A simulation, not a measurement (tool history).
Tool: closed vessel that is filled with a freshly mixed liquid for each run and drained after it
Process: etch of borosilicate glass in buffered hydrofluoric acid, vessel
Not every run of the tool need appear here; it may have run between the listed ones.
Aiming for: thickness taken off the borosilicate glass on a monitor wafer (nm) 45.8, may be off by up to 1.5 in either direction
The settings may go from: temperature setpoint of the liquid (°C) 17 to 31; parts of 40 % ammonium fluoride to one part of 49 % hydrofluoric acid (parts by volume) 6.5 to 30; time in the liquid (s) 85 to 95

| run | day | temperature setpoint of the liquid (°C) | parts of 40 % ammonium fluoride to one part of 49 % hydrofluoric acid (parts by volume) | time in the liquid (s) | thickness taken off the borosilicate glass on a monitor wafer (nm) |
|---|---|---|---|---|---|
| 1 | 0 | 23 | 19.5 | 85 | 47.966 |
| 2 | 0.2 | 22.5 | 19.5 | 85 | 47.624 |
| 3 | 0.417 | 22.5 | 14.5 | 85 | 62.712 |
| 4 | 0.625 | 22 | 14.5 | 85 | 60.386 |
| 5 | 0.662 | 22 | 9.5 | 85 | 92.601 |
| 6 | 0.933 | 21.5 | 10 | 85 | 85.153 |
| 7 | 1.271 | 21 | 10.5 | 85 | 79.262 |
| 8 | 1.567 | 20.5 | 11 | 85 | 74.189 |
|  | 1.896 | hydrofluoric acid flow meter replaced |
| 9 | 1.896 | 20.5 | 11 | 85 | 79.542 |
| 10 | 2.05 | 20.5 | 12 | 85 | 73.694 |
| 11 | 2.188 | 20.5 | 12.5 | 85 | 69.717 |
| 12 | 2.329 | 20 | 13 | 85 | 65.811 |
| 13 | 2.421 | 19.5 | 13.5 | 85 | 62.056 |

Of the 5 settings listed for the next run, only one would bring every result within its allowed miss of target. Which one?
| A | 2.512 | 19 | 8.5 | 95 | ? |
| B | 2.512 | 19.5 | 9 | 95 | ? |
| C | 2.512 | 17 | 7.5 | 85 | ? |
| D | 2.512 | 17 | 16 | 85 | ? |
| E | 2.512 | 17 | 8.5 | 85 | ? |

| move | thickness taken off the borosilicate glass on a monitor wafer (nm) |
|---|---|
| A | 103.7 |
| B | 100.06 |
| C | 95.433 |
| D | 45.693 |
| E | 83.072 |
A: misses by more than the last run did
B: misses by more than the last run did
C: misses by more than the last run did
D: every result within its allowed miss
E: misses by more than the last run did
So the answer is move D, the one that meets all the targets.

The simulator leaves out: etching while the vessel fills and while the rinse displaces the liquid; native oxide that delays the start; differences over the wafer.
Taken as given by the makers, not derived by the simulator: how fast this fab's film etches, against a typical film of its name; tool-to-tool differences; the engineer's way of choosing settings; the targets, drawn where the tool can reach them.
